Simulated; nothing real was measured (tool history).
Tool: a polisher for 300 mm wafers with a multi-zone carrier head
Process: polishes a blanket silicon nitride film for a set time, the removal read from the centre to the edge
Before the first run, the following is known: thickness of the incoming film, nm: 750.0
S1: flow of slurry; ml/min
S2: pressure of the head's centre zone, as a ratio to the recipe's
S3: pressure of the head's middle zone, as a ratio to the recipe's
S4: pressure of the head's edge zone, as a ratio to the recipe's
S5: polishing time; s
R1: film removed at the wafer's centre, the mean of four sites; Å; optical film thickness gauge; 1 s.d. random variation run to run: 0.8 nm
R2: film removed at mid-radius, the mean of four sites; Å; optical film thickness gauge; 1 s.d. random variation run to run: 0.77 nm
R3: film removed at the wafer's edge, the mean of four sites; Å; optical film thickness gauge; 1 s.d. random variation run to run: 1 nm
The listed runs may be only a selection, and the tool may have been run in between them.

{"run": 1, "day": 0.0, "S1": 225, "S2": 1.0, "S3": 1.0, "S4": 1.0, "S5": 87, "R1": 1334.3, "R2": 1345.5, "R3": 1301.0}
{"run": 2, "day": 0.338, "S1": 220, "S2": 0.97, "S3": 0.99, "S4": 0.97, "S5": 77, "R1": 1138.3, "R2": 1201.4, "R3": 1167.6}
{"run": 3, "day": 0.388, "S1": 220, "S2": 0.97, "S3": 0.99, "S4": 0.97, "S5": 98, "R1": 1467.8, "R2": 1533.8, "R3": 1471.4}
{"run": 4, "day": 0.504, "S1": 220, "S2": 0.97, "S3": 0.96, "S4": 0.97, "S5": 98, "R1": 1456.4, "R2": 1486.9, "R3": 1484.2}
{"run": 5, "day": 0.704, "S1": 220, "S2": 0.96, "S3": 0.97, "S4": 0.95, "S5": 84, "R1": 1217.4, "R2": 1278.1, "R3": 1242.2}
{"run": 6, "day": 1.054, "S1": 220, "S2": 0.96, "S3": 1.05, "S4": 0.95, "S5": 84, "R1": 1235.9, "R2": 1364.1, "R3": 1240.3}
{"run": 7, "day": 1.142, "S1": 220, "S2": 0.95, "S3": 1.03, "S4": 0.94, "S5": 74, "R1": 1066.5, "R2": 1187.1, "R3": 1107.7}
{"run": 8, "day": 1.517, "S1": 220, "S2": 0.95, "S3": 1.02, "S4": 0.92, "S5": 66, "R1": 950.95, "R2": 1045.1, "R3": 957.96}
{"run": 9, "day": 1.796, "S1": 215, "S2": 0.93, "S3": 1.0, "S4": 0.9, "S5": 63, "R1": 892.13, "R2": 978.53, "R3": 925.32}
{"run": 10, "day": 2.071, "S1": 215, "S2": 0.92, "S3": 0.99, "S4": 0.88, "S5": 61, "R1": 846.15, "R2": 936.6, "R3": 865.26}
{"run": 11, "day": 2.112, "S1": 210, "S2": 0.9, "S3": 0.97, "S4": 0.86, "S5": 61, "R1": 850.2, "R2": 923.04, "R3": 874.65}
{"run": 12, "day": 2.458, "S1": 210, "S2": 0.9, "S3": 0.97, "S4": 0.86, "S5": 61, "R1": 840.25, "R2": 919.91, "R3": 882.19}

Estimate the outcome of run 13 from the log above:
{"run": 13, "day": 2.658, "S1": 210, "S2": 0.9, "S3": 0.97, "S4": 0.85, "S5": 59, "R1": "?", "R2": "?", "R3": "?"}

{"run 13": {"R1": 803.21, "R2": 904.04, "R3": 849.6}}
